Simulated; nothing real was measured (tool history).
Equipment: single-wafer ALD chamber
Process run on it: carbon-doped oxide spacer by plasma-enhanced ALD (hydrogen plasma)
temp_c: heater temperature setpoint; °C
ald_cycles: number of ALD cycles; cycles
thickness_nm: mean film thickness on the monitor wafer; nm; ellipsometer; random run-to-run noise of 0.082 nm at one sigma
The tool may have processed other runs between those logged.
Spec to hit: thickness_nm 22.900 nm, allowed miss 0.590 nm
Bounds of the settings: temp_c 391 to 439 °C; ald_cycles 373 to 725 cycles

Run 1, hour 0.0: temp_c 415 °C, ald_cycles 549 cycles. Result: thickness_nm 28.448 nm.
Run 2, hour 8.9: temp_c 415 °C, ald_cycles 591 cycles. Result: thickness_nm 30.417 nm.
Run 3, hour 15.4: temp_c 416 °C, ald_cycles 572 cycles. Result: thickness_nm 29.190 nm.
Run 4, hour 17.0: temp_c 418 °C, ald_cycles 558 cycles. Result: thickness_nm 28.412 nm.
Run 5, hour 23.2: temp_c 418 °C, ald_cycles 601 cycles. Result: thickness_nm 30.646 nm.
Run 6, hour 30.4: temp_c 418 °C, ald_cycles 637 cycles. Result: thickness_nm 32.498 nm.
Run 7, hour 37.0: temp_c 419 °C, ald_cycles 614 cycles. Result: thickness_nm 31.203 nm.
Run 8, hour 45.5: temp_c 420 °C, ald_cycles 594 cycles. Result: thickness_nm 29.916 nm.
Run 9, hour 50.6: temp_c 422 °C, ald_cycles 579 cycles. Result: thickness_nm 28.915 nm.
Run 10, hour 59.8: temp_c 423 °C, ald_cycles 566 cycles. Result: thickness_nm 28.129 nm.
Run 11, hour 65.2: temp_c 424 °C, ald_cycles 555 cycles. Result: thickness_nm 27.660 nm.

4 next moves are on the table. One of them brings every result within its allowed miss. Which?
Run A, hour 70.6: temp_c 417 °C, ald_cycles 448 cycles. Result: thickness_nm ?.
Run B, hour 70.6: temp_c 419 °C, ald_cycles 495 cycles. Result: thickness_nm ?.
Run C, hour 70.6: temp_c 422 °C, ald_cycles 488 cycles. Result: thickness_nm ?.
Run D, hour 70.6: temp_c 428 °C, ald_cycles 496 cycles. Result: thickness_nm ?.

move  thickness_nm
   A        22.697
   B        24.897
   C        24.278
   D        24.132
A: all results land within tolerance of their targets
B: better than the last run, though not everything is in spec
C: better than the last run, though not everything is in spec
D: better than the last run, though not everything is in spec
Correct choice: A, which meets every target

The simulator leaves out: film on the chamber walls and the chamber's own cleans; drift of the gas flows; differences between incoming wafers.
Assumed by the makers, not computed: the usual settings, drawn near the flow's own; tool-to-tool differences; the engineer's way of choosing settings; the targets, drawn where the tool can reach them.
